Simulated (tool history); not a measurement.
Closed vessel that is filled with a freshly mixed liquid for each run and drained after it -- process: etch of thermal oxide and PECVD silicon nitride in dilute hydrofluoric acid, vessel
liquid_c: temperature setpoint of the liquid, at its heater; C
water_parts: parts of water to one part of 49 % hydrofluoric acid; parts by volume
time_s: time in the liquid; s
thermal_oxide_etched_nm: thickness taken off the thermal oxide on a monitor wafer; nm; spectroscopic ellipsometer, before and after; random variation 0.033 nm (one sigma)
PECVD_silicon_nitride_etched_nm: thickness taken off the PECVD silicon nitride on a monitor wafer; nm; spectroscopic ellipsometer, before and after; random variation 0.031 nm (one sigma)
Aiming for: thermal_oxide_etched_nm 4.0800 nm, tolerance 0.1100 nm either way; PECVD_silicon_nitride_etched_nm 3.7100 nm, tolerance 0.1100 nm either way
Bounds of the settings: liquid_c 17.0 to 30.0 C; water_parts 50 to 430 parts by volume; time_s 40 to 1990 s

run    day  liquid_c  water_parts  time_s  thermal_oxide_etched_nm  PECVD_silicon_nitride_etched_nm
  1  0.000      22.0          240    1015                  17.6440                          14.0500
  2  0.112      20.0          240    1015                  16.5800                          12.4740
  3  0.367      20.0          265     970                  13.8710                          10.6820
  4  0.646      23.0          265     970                  15.4350                          13.0980
  5  0.729      22.5          285     930                  13.4190                          11.3840
  6  1.067      22.5          320     930                  11.3080                          10.0470
     1.304  -- thermometer replaced
  7  1.304      22.0          335     885                   9.6349                           8.2595
  8  1.550      22.0          345     840                   8.6470                           7.5977
  9  1.738      22.0          355     810                   8.2186                           7.1244
 10  2.042      22.0          365     770                   7.4793                           6.6131
 11  2.162      19.5          430     545                   3.9063                           3.3660
 12  2.258      19.5          430     540                   3.8388                           3.3691

Exercise: of the 5 proposed moves below, exactly one satisfies all targets within the stated allowed misses. Which move is it?
  A  2.354      22.0          430     485                        ?                                ?
  B  2.354      22.5          390     425                        ?                                ?
  C  2.354      22.5          390     455                        ?                                ?
  D  2.354      17.0          400     525                        ?                                ?
  E  2.354      24.0          430     455                        ?                                ?

move  thermal_oxide_etched_nm  PECVD_silicon_nitride_etched_nm
   A                   3.7074                           3.5137
   B                   3.7696                           3.4909
   C                   4.0357                           3.7374
   D                   3.7166                           2.9934
   E                   3.7138                           3.7111
A: misses by more than the last run did
B: nearer the targets than the last run, but a result is still out of spec
C: meets every target
D: misses by more than the last run did
E: gets the furthest-off result to its target, but another result is out of tolerance
Correct choice: C, which meets every target

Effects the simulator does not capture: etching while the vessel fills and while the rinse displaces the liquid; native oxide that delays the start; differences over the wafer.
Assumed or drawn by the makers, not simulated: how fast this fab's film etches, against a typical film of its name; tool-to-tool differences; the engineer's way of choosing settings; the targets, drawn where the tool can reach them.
